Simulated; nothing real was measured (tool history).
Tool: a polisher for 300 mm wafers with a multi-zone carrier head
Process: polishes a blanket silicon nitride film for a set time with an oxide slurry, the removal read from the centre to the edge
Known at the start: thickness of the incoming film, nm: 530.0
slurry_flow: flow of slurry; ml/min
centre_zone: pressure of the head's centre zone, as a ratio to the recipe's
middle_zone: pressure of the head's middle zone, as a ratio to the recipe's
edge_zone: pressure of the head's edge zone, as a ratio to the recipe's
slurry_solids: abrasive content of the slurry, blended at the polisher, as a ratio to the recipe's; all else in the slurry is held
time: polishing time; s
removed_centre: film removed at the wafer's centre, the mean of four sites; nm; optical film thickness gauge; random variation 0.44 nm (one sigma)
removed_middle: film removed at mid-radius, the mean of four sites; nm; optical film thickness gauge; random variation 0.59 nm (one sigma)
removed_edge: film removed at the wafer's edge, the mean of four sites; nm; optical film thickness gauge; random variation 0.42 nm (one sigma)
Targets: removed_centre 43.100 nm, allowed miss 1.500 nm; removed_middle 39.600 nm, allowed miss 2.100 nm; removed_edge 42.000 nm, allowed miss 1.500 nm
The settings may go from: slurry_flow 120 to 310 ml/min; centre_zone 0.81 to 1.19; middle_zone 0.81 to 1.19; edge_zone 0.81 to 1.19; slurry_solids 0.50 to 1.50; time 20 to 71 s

{"run": 1, "day": 0.0, "slurry_flow": 200, "centre_zone": 1.0, "middle_zone": 1.0, "edge_zone": 1.0, "slurry_solids": 1.0, "time": 45, "removed_centre": 34.432, "removed_middle": 31.801, "removed_edge": 33.386}
{"run": 2, "day": 0.071, "slurry_flow": 210, "centre_zone": 1.01, "middle_zone": 1.02, "edge_zone": 1.04, "slurry_solids": 1.1, "time": 45, "removed_centre": 37.041, "removed_middle": 34.012, "removed_edge": 35.416}
{"run": 3, "day": 0.279, "slurry_flow": 210, "centre_zone": 1.01, "middle_zone": 1.02, "edge_zone": 1.11, "slurry_solids": 1.1, "time": 45, "removed_centre": 36.721, "removed_middle": 33.366, "removed_edge": 37.21}
{"run": 4, "day": 0.312, "slurry_flow": 210, "centre_zone": 1.01, "middle_zone": 1.02, "edge_zone": 1.11, "slurry_solids": 1.1, "time": 36, "removed_centre": 29.034, "removed_middle": 27.027, "removed_edge": 28.948}
{"run": 5, "day": 0.446, "slurry_flow": 210, "centre_zone": 1.01, "middle_zone": 1.1, "edge_zone": 1.11, "slurry_solids": 1.1, "time": 36, "removed_centre": 29.2, "removed_middle": 29.862, "removed_edge": 29.055}
{"run": 6, "day": 0.638, "slurry_flow": 210, "centre_zone": 1.02, "middle_zone": 1.09, "edge_zone": 1.13, "slurry_solids": 1.2, "time": 38, "removed_centre": 32.512, "removed_middle": 31.857, "removed_edge": 32.341}
{"run": 7, "day": 0.992, "slurry_flow": 230, "centre_zone": 1.06, "middle_zone": 1.12, "edge_zone": 1.19, "slurry_solids": 1.45, "time": 42, "removed_centre": 40.758, "removed_middle": 39.812, "removed_edge": 39.846}
{"run": 8, "day": 1.267, "slurry_flow": 230, "centre_zone": 1.06, "middle_zone": 1.1, "edge_zone": 1.19, "slurry_solids": 1.45, "time": 42, "removed_centre": 41.49, "removed_middle": 38.466, "removed_edge": 40.364}
{"run": 9, "day": 1.358, "slurry_flow": 235, "centre_zone": 1.06, "middle_zone": 1.1, "edge_zone": 1.19, "slurry_solids": 1.45, "time": 42, "removed_centre": 41.196, "removed_middle": 39.033, "removed_edge": 40.396}
{"run": 10, "day": 1.692, "slurry_flow": 235, "centre_zone": 1.06, "middle_zone": 1.1, "edge_zone": 1.19, "slurry_solids": 1.45, "time": 42, "removed_centre": 41.773, "removed_middle": 39.75, "removed_edge": 40.459}
{"run": 11, "day": 1.983, "slurry_flow": 235, "centre_zone": 1.06, "middle_zone": 1.09, "edge_zone": 1.19, "slurry_solids": 1.45, "time": 42, "removed_centre": 41.838, "removed_middle": 38.484, "removed_edge": 40.07}
{"run": 12, "day": 2.321, "slurry_flow": 235, "centre_zone": 1.06, "middle_zone": 1.09, "edge_zone": 1.19, "slurry_solids": 1.45, "time": 42, "removed_centre": 41.201, "removed_middle": 38.33, "removed_edge": 40.894}
{"run": 13, "day": 2.475, "slurry_flow": 240, "centre_zone": 1.07, "middle_zone": 1.09, "edge_zone": 1.19, "slurry_solids": 1.45, "time": 42, "removed_centre": 41.485, "removed_middle": 39.272, "removed_edge": 40.529}
{"run": 14, "day": 2.75, "slurry_flow": 240, "centre_zone": 1.07, "middle_zone": 1.09, "edge_zone": 1.19, "slurry_solids": 1.45, "time": 42, "removed_centre": 41.15, "removed_middle": 38.859, "removed_edge": 40.313}

5 next moves are on the table. One of them brings every result within its allowed miss. Which?
{"run": "A", "day": 3.025, "slurry_flow": 215, "centre_zone": 1.07, "middle_zone": 1.07, "edge_zone": 1.19, "slurry_solids": 1.4, "time": 45, "removed_centre": "?", "removed_middle": "?", "removed_edge": "?"}
{"run": "B", "day": 3.025, "slurry_flow": 245, "centre_zone": 1.09, "middle_zone": 1.05, "edge_zone": 1.17, "slurry_solids": 1.35, "time": 42, "removed_centre": "?", "removed_middle": "?", "removed_edge": "?"}
{"run": "C", "day": 3.025, "slurry_flow": 310, "centre_zone": 1.0, "middle_zone": 1.0, "edge_zone": 1.19, "slurry_solids": 1.4, "time": 40, "removed_centre": "?", "removed_middle": "?", "removed_edge": "?"}
{"run": "D", "day": 3.025, "slurry_flow": 240, "centre_zone": 1.15, "middle_zone": 1.07, "edge_zone": 1.12, "slurry_solids": 1.5, "time": 40, "removed_centre": "?", "removed_middle": "?", "removed_edge": "?"}
{"run": "E", "day": 3.025, "slurry_flow": 255, "centre_zone": 1.0, "middle_zone": 1.15, "edge_zone": 1.19, "slurry_solids": 1.45, "time": 42, "removed_centre": "?", "removed_middle": "?", "removed_edge": "?"}

move=A removed_centre=42.874 removed_middle=40.900 removed_edge=41.794
move=B removed_centre=40.853 removed_middle=37.656 removed_edge=38.599
move=C removed_centre=37.671 removed_middle=35.874 removed_edge=38.434
move=D removed_centre=42.469 removed_middle=37.928 removed_edge=37.429
move=E removed_centre=39.239 removed_middle=42.148 removed_edge=40.202
A: meets every target
B: further off than the last run
C: further off than the last run
D: brings the result that was furthest off to its target, and leaves another outside
E: further off than the last run
Answer: A
